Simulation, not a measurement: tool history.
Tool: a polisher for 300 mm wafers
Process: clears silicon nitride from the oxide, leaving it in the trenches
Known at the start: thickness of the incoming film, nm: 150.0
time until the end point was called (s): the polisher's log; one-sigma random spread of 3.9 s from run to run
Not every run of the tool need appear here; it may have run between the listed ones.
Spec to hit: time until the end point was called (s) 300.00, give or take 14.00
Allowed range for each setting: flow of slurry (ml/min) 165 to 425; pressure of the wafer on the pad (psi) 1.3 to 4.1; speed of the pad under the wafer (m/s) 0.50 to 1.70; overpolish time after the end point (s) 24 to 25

| run | hour | flow of slurry (ml/min) | pressure of the wafer on the pad (psi) | speed of the pad under the wafer (m/s) | overpolish time after the end point (s) | time until the end point was called (s) |
|---|---|---|---|---|---|---|
| 1 | 0.0 | 275 | 2.7 | 1.10 | 24 | 162.66 |
| 2 | 4.3 | 275 | 2.4 | 1.10 | 24 | 183.85 |
| 3 | 9.4 | 330 | 2.4 | 1.10 | 24 | 182.31 |
| 4 | 15.8 | 330 | 2.4 | 1.10 | 24 | 184.52 |
| 5 | 21.7 | 330 | 2.8 | 1.10 | 24 | 153.89 |
| 6 | 25.5 | 370 | 2.8 | 1.10 | 24 | 155.09 |
| 7 | 31.7 | 370 | 2.4 | 1.08 | 24 | 185.79 |
| 8 | 37.5 | 370 | 2.1 | 1.06 | 24 | 214.59 |

Consider the 5 candidate settings below. Which is the only one whose results all fall within their allowed miss of target?
| A | 43.3 | 405 | 1.8 | 1.10 | 24 | ? |
| B | 43.3 | 295 | 2.7 | 1.04 | 24 | ? |
| C | 43.3 | 365 | 1.7 | 0.90 | 24 | ? |
| D | 43.3 | 425 | 2.1 | 0.66 | 25 | ? |
| E | 43.3 | 390 | 2.7 | 1.08 | 24 | ? |

| move | time until the end point was called (s) |
|---|---|
| A | 229.34 |
| B | 167.41 |
| C | 296.00 |
| D | 322.32 |
| E | 158.34 |
A: better than the last run, though not everything is in spec
B: further off than the last run
C: in spec on every target
D: takes the result that was furthest off past its target
E: further off than the last run
Correct choice: C, which meets every target

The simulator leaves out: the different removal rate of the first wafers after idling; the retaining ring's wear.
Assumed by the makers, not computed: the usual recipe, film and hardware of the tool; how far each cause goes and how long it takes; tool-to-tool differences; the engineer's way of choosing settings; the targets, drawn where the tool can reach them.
